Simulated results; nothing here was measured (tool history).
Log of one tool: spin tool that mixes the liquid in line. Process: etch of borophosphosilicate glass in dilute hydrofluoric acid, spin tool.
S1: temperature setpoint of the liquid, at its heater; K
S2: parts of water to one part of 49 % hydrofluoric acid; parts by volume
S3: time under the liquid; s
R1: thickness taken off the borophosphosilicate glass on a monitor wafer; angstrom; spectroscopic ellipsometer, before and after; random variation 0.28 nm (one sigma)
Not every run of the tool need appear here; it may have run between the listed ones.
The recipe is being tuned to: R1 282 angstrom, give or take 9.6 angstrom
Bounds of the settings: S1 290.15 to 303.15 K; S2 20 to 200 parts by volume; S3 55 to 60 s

run,hour,S1,S2,S3,R1
1,0,295.15,110,55,344.68
2,2.8,294.15,110,55,332.61
3,9.2,294.15,110,60,359.23
4,17.2,294.15,95,60,423.75
5,23.9,293.65,100,60,392.06
6,25.3,293.15,105,60,359.7
7,33.4,292.65,105,60,352.5
8,38.9,292.15,105,60,351.11
9,46.7,291.65,110,60,324.67
10,50.6,291.15,110,60,318.69
11,54.1,290.65,115,60,294.33

Consider the 5 candidate settings below. Which is the only one whose results all fall within their allowed miss of target?
A,57.6,291.15,110,60,?
B,57.6,291.65,100,55,?
C,57.6,290.15,110,60,?
D,57.6,290.15,110,55,?
E,57.6,291.15,105,55,?

move,R1
A,320.19
B,333.17
C,307.1
D,281.51
E,309.11
A: moves away from the targets compared with the last run
B: moves away from the targets compared with the last run
C: moves away from the targets compared with the last run
D: hits every target within its allowed miss
E: moves away from the targets compared with the last run
Answer: D

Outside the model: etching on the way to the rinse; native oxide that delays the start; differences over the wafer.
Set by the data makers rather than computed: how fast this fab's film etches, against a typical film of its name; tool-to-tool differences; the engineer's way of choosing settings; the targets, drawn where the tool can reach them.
